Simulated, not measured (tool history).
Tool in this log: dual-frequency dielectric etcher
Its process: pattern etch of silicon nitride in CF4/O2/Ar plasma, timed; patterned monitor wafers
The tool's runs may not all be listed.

| run | hour | source power (kW) | bias power (kW) | Ar flow (sccm) | CF4 flow (sccm) | etch time (s) | mean etch depth across the wafer (nm) |
|---|---|---|---|---|---|---|---|
| 1 | 0.0 | 0.570 | 0.062 | 120 | 105 | 184 | 438.69 |
| 2 | 7.5 | 0.570 | 0.062 | 120 | 105 | 184 | 444.92 |
| 3 | 14.3 | 0.570 | 0.052 | 120 | 105 | 184 | 420.25 |
| 4 | 18.4 | 0.570 | 0.052 | 120 | 105 | 184 | 420.48 |
| 5 | 23.1 | 0.570 | 0.052 | 138 | 105 | 184 | 414.05 |
| 6 | 24.1 | 0.560 | 0.052 | 138 | 105 | 184 | 405.29 |

Predict the results of run 7:
| 7 | 31.5 | 0.550 | 0.052 | 138 | 105 | 184 | ? |

For run 7 the tool returned mean etch depth across the wafer (nm) 391.29.
